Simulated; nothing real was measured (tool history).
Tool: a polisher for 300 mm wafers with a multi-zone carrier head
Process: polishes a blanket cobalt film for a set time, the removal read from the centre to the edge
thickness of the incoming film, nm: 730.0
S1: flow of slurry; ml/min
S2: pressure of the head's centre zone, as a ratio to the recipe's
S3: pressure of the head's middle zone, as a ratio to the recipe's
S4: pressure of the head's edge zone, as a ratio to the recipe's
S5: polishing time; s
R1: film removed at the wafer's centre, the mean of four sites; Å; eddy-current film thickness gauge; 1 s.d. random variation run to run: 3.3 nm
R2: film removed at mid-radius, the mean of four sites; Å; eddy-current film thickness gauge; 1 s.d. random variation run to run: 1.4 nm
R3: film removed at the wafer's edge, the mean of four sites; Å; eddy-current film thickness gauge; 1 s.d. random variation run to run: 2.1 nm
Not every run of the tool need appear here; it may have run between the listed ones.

{"run": 1, "hour": 0.0, "S1": 225, "S2": 1.0, "S3": 1.0, "S4": 1.0, "S5": 45, "R1": 2945.8, "R2": 2862.1, "R3": 2818.6}
{"run": 2, "hour": 5.5, "S1": 225, "S2": 1.0, "S3": 1.0, "S4": 1.0, "S5": 56, "R1": 3660.1, "R2": 3610.9, "R3": 3551.4}
{"run": 3, "hour": 9.6, "S1": 215, "S2": 1.02, "S3": 0.94, "S4": 0.97, "S5": 48, "R1": 3172.9, "R2": 2914.8, "R3": 2946.1}
{"run": 4, "hour": 11.3, "S1": 205, "S2": 1.04, "S3": 0.9, "S4": 0.97, "S5": 42, "R1": 2913.3, "R2": 2473.6, "R3": 2565.6}
{"run": 5, "hour": 12.2, "S1": 150, "S2": 1.04, "S3": 0.9, "S4": 0.97, "S5": 42, "R1": 2713.1, "R2": 2362.7, "R3": 2551.4}
{"run": 6, "hour": 20.4, "S1": 150, "S2": 1.05, "S3": 0.88, "S4": 0.96, "S5": 39, "R1": 2563.0, "R2": 2167.8, "R3": 2348.2}
{"run": 7, "hour": 24.0, "S1": 145, "S2": 1.08, "S3": 0.81, "S4": 0.91, "S5": 33, "R1": 2265.6, "R2": 1693.1, "R3": 1945.2}
{"run": 8, "hour": 31.6, "S1": 155, "S2": 1.08, "S3": 0.82, "S4": 0.92, "S5": 33, "R1": 2237.2, "R2": 1735.8, "R3": 1955.2}
{"run": 9, "hour": 34.5, "S1": 165, "S2": 1.09, "S3": 0.83, "S4": 0.93, "S5": 33, "R1": 2284.8, "R2": 1768.0, "R3": 1972.8}

What will run 10 give?
{"run": 10, "hour": 38.2, "S1": 170, "S2": 1.09, "S3": 0.83, "S4": 0.94, "S5": 33, "R1": "?", "R2": "?", "R3": "?"}

R1: 2276.1 Å
R2: 1782.5 Å
R3: 1964.7 Å
